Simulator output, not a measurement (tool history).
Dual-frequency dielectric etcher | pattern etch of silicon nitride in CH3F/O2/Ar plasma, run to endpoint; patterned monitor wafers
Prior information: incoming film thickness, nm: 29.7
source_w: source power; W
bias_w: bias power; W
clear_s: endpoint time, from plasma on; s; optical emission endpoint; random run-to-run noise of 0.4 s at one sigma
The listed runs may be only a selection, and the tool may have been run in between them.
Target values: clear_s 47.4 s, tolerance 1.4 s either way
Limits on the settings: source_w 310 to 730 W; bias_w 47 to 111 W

run 1 day=0 | source_w=520 bias_w=79 | clear_s=37.904
run 2 day=0.258 | source_w=490 bias_w=76 | clear_s=39.519
run 3 day=0.288 | source_w=490 bias_w=65 | clear_s=41.842
run 4 day=0.467 | source_w=580 bias_w=65 | clear_s=39.207
run 5 day=0.692 | source_w=550 bias_w=63 | clear_s=40.962
run 6 day=0.858 | source_w=530 bias_w=62 | clear_s=40.9
run 7 day=1.192 | source_w=510 bias_w=60 | clear_s=43.261
run 8 day=1.471 | source_w=500 bias_w=60 | clear_s=42.681
run 9 day=1.492 | source_w=480 bias_w=59 | clear_s=43.1
run 10 day=1.7 | source_w=380 bias_w=48 | clear_s=50.766
run 11 day=1.846 | source_w=390 bias_w=48 | clear_s=51.083
run 12 day=1.912 | source_w=400 bias_w=48 | clear_s=50.505
run 13 day=2.254 | source_w=410 bias_w=48 | clear_s=49.998
run 14 day=2.558 | source_w=420 bias_w=48 | clear_s=49.493
run 15 day=2.775 | source_w=430 bias_w=48 | clear_s=49.245

Which one of the following 5 next-run settings gets every result inside its allowed miss? There is exactly one.
run A day=2.992 | source_w=400 bias_w=47 | clear_s=?
run B day=2.992 | source_w=370 bias_w=47 | clear_s=?
run C day=2.992 | source_w=370 bias_w=61 | clear_s=?
run D day=2.992 | source_w=360 bias_w=47 | clear_s=?
run E day=2.992 | source_w=430 bias_w=47 | clear_s=?

move=A clear_s=50.736
move=B clear_s=52.169
move=C clear_s=47.46
move=D clear_s=52.679
move=E clear_s=49.431
A: misses by more than the last run did
B: misses by more than the last run did
C: each result inside its tolerance
D: misses by more than the last run did
E: misses by more than the last run did
Move C is the one to make.

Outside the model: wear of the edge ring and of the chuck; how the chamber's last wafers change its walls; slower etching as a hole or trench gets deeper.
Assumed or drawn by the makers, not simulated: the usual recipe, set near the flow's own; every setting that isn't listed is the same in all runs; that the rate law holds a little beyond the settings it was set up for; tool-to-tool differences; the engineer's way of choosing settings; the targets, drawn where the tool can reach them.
